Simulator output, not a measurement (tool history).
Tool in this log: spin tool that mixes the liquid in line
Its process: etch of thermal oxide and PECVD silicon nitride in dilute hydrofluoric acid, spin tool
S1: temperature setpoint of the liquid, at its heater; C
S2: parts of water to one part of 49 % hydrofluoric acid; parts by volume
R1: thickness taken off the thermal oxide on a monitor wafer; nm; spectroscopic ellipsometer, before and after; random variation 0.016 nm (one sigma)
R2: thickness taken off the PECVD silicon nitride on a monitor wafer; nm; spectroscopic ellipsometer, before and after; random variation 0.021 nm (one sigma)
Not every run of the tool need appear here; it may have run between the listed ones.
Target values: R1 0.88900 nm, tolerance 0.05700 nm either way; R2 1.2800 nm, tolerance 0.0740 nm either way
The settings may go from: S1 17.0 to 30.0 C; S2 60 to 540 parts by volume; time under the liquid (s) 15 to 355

{"run": 1, "day": 0.0, "S1": 22.0, "S2": 300, "time under the liquid (s)": 180, "R1": 1.9933, "R2": 2.4468}
{"run": 2, "day": 0.183, "S1": 22.0, "S2": 300, "time under the liquid (s)": 260, "R1": 2.8419, "R2": 3.3424}
{"run": 3, "day": 0.317, "S1": 19.5, "S2": 300, "time under the liquid (s)": 260, "R1": 2.5965, "R2": 2.9801}
{"run": 4, "day": 0.612, "S1": 19.5, "S2": 230, "time under the liquid (s)": 260, "R1": 3.5488, "R2": 3.8019}
{"run": 5, "day": 0.729, "S1": 17.0, "S2": 230, "time under the liquid (s)": 260, "R1": 3.2522, "R2": 3.1487}
{"run": 6, "day": 0.983, "S1": 17.5, "S2": 265, "time under the liquid (s)": 260, "R1": 2.8137, "R2": 2.9795}
{"run": 7, "day": 1.079, "S1": 17.0, "S2": 385, "time under the liquid (s)": 225, "R1": 1.5107, "R2": 1.7143}
{"run": 8, "day": 1.308, "S1": 21.0, "S2": 505, "time under the liquid (s)": 205, "R1": 1.0505, "R2": 1.606}
{"run": 9, "day": 1.55, "S1": 20.5, "S2": 510, "time under the liquid (s)": 205, "R1": 1.0823, "R2": 1.513}
{"run": 10, "day": 1.608, "S1": 20.5, "S2": 515, "time under the liquid (s)": 205, "R1": 1.0319, "R2": 1.4809}
{"run": 11, "day": 1.846, "S1": 20.5, "S2": 520, "time under the liquid (s)": 205, "R1": 1.0203, "R2": 1.4381}
{"run": 12, "day": 2.054, "S1": 20.5, "S2": 530, "time under the liquid (s)": 195, "R1": 0.94281, "R2": 1.3808}

Which one of the following 5 next-run settings gets every result inside its allowed miss? There is exactly one.
{"run": "A", "day": 2.262, "S1": 24.0, "S2": 540, "time under the liquid (s)": 150, "R1": "?", "R2": "?"}
{"run": "B", "day": 2.262, "S1": 25.5, "S2": 540, "time under the liquid (s)": 160, "R1": "?", "R2": "?"}
{"run": "C", "day": 2.262, "S1": 27.0, "S2": 540, "time under the liquid (s)": 150, "R1": "?", "R2": "?"}
{"run": "D", "day": 2.262, "S1": 17.0, "S2": 465, "time under the liquid (s)": 210, "R1": "?", "R2": "?"}
{"run": "E", "day": 2.262, "S1": 20.0, "S2": 535, "time under the liquid (s)": 190, "R1": "?", "R2": "?"}

move=A R1=0.80108 R2=1.2741
move=B R1=0.89425 R2=1.4792
move=C R1=0.87649 R2=1.5072
move=D R1=1.09710 R2=1.3560
move=E R1=0.90607 R2=1.2900
A: corrects the largest miss of the last run, while another result sits out of spec
B: its largest miss is bigger than the last run's
C: its largest miss is bigger than the last run's
D: its largest miss is bigger than the last run's
E: all results land within tolerance of their targets
Correct choice: E, which meets every target
